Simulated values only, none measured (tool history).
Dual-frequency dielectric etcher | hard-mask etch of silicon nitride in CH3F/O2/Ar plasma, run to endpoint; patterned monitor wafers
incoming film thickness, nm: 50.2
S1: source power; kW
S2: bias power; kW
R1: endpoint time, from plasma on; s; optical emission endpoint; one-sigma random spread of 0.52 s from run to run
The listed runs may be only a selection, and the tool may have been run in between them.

run,hour,S1,S2,R1
1,0.0,0.400,0.067,79.253
2,2.6,0.400,0.079,73.268
3,6.0,0.380,0.076,76.817
4,12.2,0.360,0.075,78.671
5,20.5,0.320,0.075,84.996
6,21.1,0.320,0.069,87.816
7,27.5,0.250,0.065,103.630
8,32.8,0.260,0.065,102.330

Run 9 comes next. What will it give?
9,39.5,0.270,0.065,?

R1: 99.187 s

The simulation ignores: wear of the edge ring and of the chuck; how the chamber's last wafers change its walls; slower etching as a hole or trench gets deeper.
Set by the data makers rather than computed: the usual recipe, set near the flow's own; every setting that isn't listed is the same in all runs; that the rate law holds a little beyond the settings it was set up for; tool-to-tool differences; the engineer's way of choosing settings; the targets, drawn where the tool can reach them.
